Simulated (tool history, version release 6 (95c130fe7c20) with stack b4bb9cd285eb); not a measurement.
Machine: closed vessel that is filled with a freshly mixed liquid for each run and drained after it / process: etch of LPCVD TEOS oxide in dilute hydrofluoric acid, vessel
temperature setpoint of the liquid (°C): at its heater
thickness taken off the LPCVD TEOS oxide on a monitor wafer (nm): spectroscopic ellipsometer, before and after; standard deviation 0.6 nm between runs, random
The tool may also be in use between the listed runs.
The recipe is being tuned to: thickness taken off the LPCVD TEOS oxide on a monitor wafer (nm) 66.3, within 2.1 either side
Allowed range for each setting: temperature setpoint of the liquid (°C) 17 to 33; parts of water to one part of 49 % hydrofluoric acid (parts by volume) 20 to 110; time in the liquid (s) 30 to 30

run	hour	temperature setpoint of the liquid (°C)	parts of water to one part of 49 % hydrofluoric acid (parts by volume)	time in the liquid (s)	thickness taken off the LPCVD TEOS oxide on a monitor wafer (nm)
1	0	25	60	30	33.043
2	3.4	25	45	30	44.968
3	5.6	25.5	45	30	46.624
4	10	25.5	60	30	33.617
5	14.6	25.5	75	30	26.83
6	21.8	25.5	75	30	26.576
7	25.8	26	70	30	28.682
8	27.5	26.5	65	30	32.45
9	31.8	27	60	30	35.881
10	40.4	27.5	55	30	40.995
11	49.3	27.5	55	30	40.083
12	54	28	55	30	41.241
13	61.8	28	55	30	41.693
14	70.2	28.5	55	30	42.304
15	76.6	29	55	30	42.892

Which one of the following 5 next-run settings gets every result inside its allowed miss? There is exactly one.
A	83	28	35	30	?
B	83	31.5	35	30	?
C	83	27.5	30	30	?
D	83	29.5	35	30	?
E	83	30	35	30	?

move	thickness taken off the LPCVD TEOS oxide on a monitor wafer (nm)
A	66.511
B	76.478
C	76.604
D	70.644
E	72.068
A: all results land within tolerance of their targets
B: carries the result that was furthest off beyond its target, to the other side
C: carries the result that was furthest off beyond its target, to the other side
D: carries the result that was furthest off beyond its target, to the other side
E: carries the result that was furthest off beyond its target, to the other side
The move that meets every target is A.

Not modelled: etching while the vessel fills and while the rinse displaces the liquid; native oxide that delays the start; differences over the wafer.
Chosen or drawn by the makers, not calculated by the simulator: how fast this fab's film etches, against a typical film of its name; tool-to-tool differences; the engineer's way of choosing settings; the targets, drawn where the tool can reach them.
